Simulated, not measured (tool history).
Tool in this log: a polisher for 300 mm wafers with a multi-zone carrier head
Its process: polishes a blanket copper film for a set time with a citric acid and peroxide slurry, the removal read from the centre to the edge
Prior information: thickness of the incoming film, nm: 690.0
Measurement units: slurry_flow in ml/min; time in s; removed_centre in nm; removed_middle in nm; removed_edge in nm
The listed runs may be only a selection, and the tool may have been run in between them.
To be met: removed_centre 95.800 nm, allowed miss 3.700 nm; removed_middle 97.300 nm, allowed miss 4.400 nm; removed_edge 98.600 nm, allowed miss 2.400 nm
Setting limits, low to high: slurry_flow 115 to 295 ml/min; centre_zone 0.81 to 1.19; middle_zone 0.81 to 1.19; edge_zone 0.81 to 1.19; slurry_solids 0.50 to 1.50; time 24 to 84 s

run 1 hour=0.0 | slurry_flow=190 centre_zone=1.00 middle_zone=1.00 edge_zone=1.00 slurry_solids=1.00 time=54 | removed_centre=140.820 removed_middle=145.760 removed_edge=148.010
run 2 hour=1.7 | slurry_flow=190 centre_zone=1.00 middle_zone=1.00 edge_zone=1.00 slurry_solids=1.00 time=64 | removed_centre=165.510 removed_middle=171.290 removed_edge=173.410
run 3 hour=3.8 | slurry_flow=190 centre_zone=1.00 middle_zone=1.00 edge_zone=1.00 slurry_solids=1.00 time=77 | removed_centre=197.670 removed_middle=208.650 removed_edge=209.280
run 4 hour=9.8 | slurry_flow=180 centre_zone=0.98 middle_zone=0.98 edge_zone=0.95 slurry_solids=0.85 time=64 | removed_centre=157.100 removed_middle=161.210 removed_edge=160.670
run 5 hour=15.3 | slurry_flow=180 centre_zone=0.91 middle_zone=0.98 edge_zone=0.95 slurry_solids=0.85 time=64 | removed_centre=147.490 removed_middle=162.960 removed_edge=160.480
run 6 hour=17.8 | slurry_flow=170 centre_zone=0.89 middle_zone=0.95 edge_zone=0.91 slurry_solids=0.75 time=57 | removed_centre=125.590 removed_middle=131.630 removed_edge=133.660
run 7 hour=19.1 | slurry_flow=160 centre_zone=0.87 middle_zone=0.94 edge_zone=0.88 slurry_solids=0.65 time=54 | removed_centre=108.290 removed_middle=117.620 removed_edge=119.630
run 8 hour=22.9 | slurry_flow=160 centre_zone=0.89 middle_zone=0.93 edge_zone=0.86 slurry_solids=0.60 time=52 | removed_centre=103.640 removed_middle=109.950 removed_edge=111.330
run 9 hour=29.4 | slurry_flow=155 centre_zone=0.90 middle_zone=0.92 edge_zone=0.84 slurry_solids=0.55 time=51 | removed_centre=98.247 removed_middle=104.250 removed_edge=103.710

Which single option among these 4 for the next run brings every result within its allowed miss of target? Just one does.
run A hour=35.9 | slurry_flow=155 centre_zone=0.90 middle_zone=1.00 edge_zone=0.81 slurry_solids=0.65 time=47 | removed_centre=? removed_middle=? removed_edge=?
run B hour=35.9 | slurry_flow=150 centre_zone=1.03 middle_zone=0.99 edge_zone=0.94 slurry_solids=0.50 time=47 | removed_centre=? removed_middle=? removed_edge=?
run C hour=35.9 | slurry_flow=180 centre_zone=0.81 middle_zone=0.91 edge_zone=0.95 slurry_solids=0.55 time=50 | removed_centre=? removed_middle=? removed_edge=?
run D hour=35.9 | slurry_flow=145 centre_zone=0.93 middle_zone=0.94 edge_zone=0.91 slurry_solids=0.70 time=48 | removed_centre=? removed_middle=? removed_edge=?

move=A removed_centre=96.676 removed_middle=109.270 removed_edge=100.700
move=B removed_centre=96.715 removed_middle=98.989 removed_edge=98.597
move=C removed_centre=93.033 removed_middle=103.840 removed_edge=110.860
move=D removed_centre=102.110 removed_middle=107.360 removed_edge=110.190
A: puts the biggest miss on target and leaves a different result outside tolerance
B: hits every target within its allowed miss
C: further off than the last run
D: further off than the last run
B meets every target.
